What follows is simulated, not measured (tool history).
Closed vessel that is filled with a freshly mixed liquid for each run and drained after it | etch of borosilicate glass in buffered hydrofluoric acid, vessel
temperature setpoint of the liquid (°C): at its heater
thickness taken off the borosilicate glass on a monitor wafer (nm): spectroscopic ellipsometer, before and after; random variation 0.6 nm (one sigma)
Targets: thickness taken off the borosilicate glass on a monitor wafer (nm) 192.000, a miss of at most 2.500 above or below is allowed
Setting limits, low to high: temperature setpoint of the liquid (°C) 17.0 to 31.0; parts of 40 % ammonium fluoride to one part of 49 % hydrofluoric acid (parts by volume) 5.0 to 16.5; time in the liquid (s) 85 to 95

| run | hour | temperature setpoint of the liquid (°C) | parts of 40 % ammonium fluoride to one part of 49 % hydrofluoric acid (parts by volume) | time in the liquid (s) | thickness taken off the borosilicate glass on a monitor wafer (nm) |
|---|---|---|---|---|---|
| 1 | 0.0 | 23.0 | 10.0 | 85 | 101.120 |
| 2 | 8.4 | 23.0 | 10.0 | 85 | 100.960 |
| 3 | 11.0 | 24.0 | 9.5 | 85 | 109.440 |
| 4 | 19.8 | 24.0 | 9.5 | 85 | 110.120 |
| 5 | 24.0 | 24.0 | 11.5 | 85 | 92.940 |
| 6 | 25.2 | 24.0 | 12.5 | 85 | 85.436 |
| 7 | 30.3 | 25.0 | 12.0 | 85 | 93.708 |
| 8 | 35.2 | 25.0 | 12.0 | 85 | 93.476 |
| 9 | 43.5 | 25.5 | 11.5 | 85 | 99.785 |
| 10 | 52.1 | 29.5 | 8.5 | 85 | 161.060 |
| 11 | 59.0 | 30.5 | 8.0 | 85 | 181.530 |
| 12 | 66.7 | 31.0 | 7.5 | 85 | 200.860 |

Exactly one of the 5 candidate moves below puts every result within its allowed miss. Which one?
| A | 74.4 | 27.0 | 6.5 | 85 | ? |
| B | 74.4 | 31.0 | 8.0 | 85 | ? |
| C | 74.4 | 30.5 | 8.0 | 90 | ? |
| D | 74.4 | 29.5 | 7.5 | 85 | ? |
| E | 74.4 | 31.0 | 8.0 | 95 | ? |

| move | thickness taken off the borosilicate glass on a monitor wafer (nm) |
|---|---|
| A | 188.870 |
| B | 187.720 |
| C | 193.740 |
| D | 186.570 |
| E | 209.800 |
A: moves the result that the last run missed by most past its target, out the other side
B: moves the result that the last run missed by most past its target, out the other side
C: meets every target
D: moves the result that the last run missed by most past its target, out the other side
E: further off than the last run
C meets every target.
